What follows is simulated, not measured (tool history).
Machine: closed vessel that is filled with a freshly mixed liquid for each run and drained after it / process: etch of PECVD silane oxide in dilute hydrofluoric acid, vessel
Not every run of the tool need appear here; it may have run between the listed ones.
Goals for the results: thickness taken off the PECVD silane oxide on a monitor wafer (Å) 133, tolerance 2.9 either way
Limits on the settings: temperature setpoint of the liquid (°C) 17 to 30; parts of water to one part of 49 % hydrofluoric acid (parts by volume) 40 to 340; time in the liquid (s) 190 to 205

run	hour	temperature setpoint of the liquid (°C)	parts of water to one part of 49 % hydrofluoric acid (parts by volume)	time in the liquid (s)	thickness taken off the PECVD silane oxide on a monitor wafer (Å)
1	0	22	190	190	218.38
2	6.4	23.5	190	190	232.39
3	12.7	25	190	190	246.79
4	19.1	27.5	190	190	266.53
5	20.2	27.5	220	190	223.64
6	27.3	25.5	225	190	203.83
7	35.9	21.5	255	190	150.44
8	37.3	21	255	190	147.44
9	44.8	20.5	255	190	145.76
10	51.5	20	255	190	143.75
11	55.2	19.5	255	190	140.59
12	60.3	19	255	190	136.11

5 next moves are on the table. One of them brings every result within its allowed miss. Which?
A	65.4	18	280	205	?
B	65.4	19	280	200	?
C	65.4	17	235	190	?
D	65.4	22	290	195	?
E	65.4	17.5	240	190	?

move	thickness taken off the PECVD silane oxide on a monitor wafer (Å)
A	126.2
B	127.84
C	139.5
D	133.08
E	138.66
A: pushes the last run's worst result past its target
B: pushes the last run's worst result past its target
C: the biggest miss grows against the last run
D: every result lands within tolerance
E: the biggest miss grows against the last run
So the answer is move D, the one that meets all the targets.
